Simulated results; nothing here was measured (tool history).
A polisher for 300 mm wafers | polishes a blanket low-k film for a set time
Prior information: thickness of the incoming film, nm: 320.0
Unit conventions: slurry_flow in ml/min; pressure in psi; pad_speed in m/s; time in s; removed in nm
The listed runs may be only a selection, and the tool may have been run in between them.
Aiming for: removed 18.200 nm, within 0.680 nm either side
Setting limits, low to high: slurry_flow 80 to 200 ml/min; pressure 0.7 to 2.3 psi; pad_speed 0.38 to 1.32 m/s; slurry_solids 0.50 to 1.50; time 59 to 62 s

run,hour,slurry_flow,pressure,pad_speed,slurry_solids,time,removed
1,0.0,130,1.5,0.84,1.00,59,13.704
2,6.6,130,1.5,0.84,1.15,59,14.203
3,15.0,135,1.6,0.84,1.15,59,15.128
4,16.1,135,1.7,0.84,1.15,59,16.202
5,17.9,135,1.7,0.64,1.15,59,13.154
6,22.9,135,1.8,0.64,1.15,59,13.840
7,27.5,140,1.9,0.64,1.15,59,14.659
8,28.7,140,2.0,0.64,1.15,59,15.331
9,36.6,140,2.1,0.64,1.15,59,16.122
10,39.9,140,2.1,0.64,1.15,59,16.191
11,43.4,145,2.2,0.64,1.15,59,17.228

Which single option among these 4 for the next run brings every result within its allowed miss of target? Just one does.
A,46.9,140,2.0,0.76,0.95,59,?
B,46.9,190,2.1,0.66,1.35,59,?
C,46.9,135,2.3,0.54,1.15,60,?
D,46.9,130,2.0,0.98,0.90,59,?

move,removed
A,16.363
B,18.259
C,15.428
D,19.358
A: misses by more than the last run did
B: hits every target within its allowed miss
C: misses by more than the last run did
D: pushes the last run's worst result past its target
Answer: B
